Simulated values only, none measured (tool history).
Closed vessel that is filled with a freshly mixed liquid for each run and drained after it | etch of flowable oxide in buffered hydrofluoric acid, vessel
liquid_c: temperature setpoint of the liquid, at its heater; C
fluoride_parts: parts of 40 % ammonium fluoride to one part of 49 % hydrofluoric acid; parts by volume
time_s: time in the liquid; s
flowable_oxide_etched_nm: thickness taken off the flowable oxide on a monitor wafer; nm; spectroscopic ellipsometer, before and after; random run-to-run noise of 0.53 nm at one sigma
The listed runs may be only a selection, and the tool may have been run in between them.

run,hour,liquid_c,fluoride_parts,time_s,flowable_oxide_etched_nm
1,0,22,12.5,35,56.99
2,5.5,23.5,12,35,64.269
3,7.8,23.5,12,30,54.999
4,12.1,25,12,30,59.346
5,20.8,28,12,30,70.444
6,24.6,28,9.5,30,86.2
7,32.1,28.5,9,30,92.097

Expected results for the next run?
8,37.1,29,8.5,30,?

{"run 8": {"flowable_oxide_etched_nm": 100.19}}

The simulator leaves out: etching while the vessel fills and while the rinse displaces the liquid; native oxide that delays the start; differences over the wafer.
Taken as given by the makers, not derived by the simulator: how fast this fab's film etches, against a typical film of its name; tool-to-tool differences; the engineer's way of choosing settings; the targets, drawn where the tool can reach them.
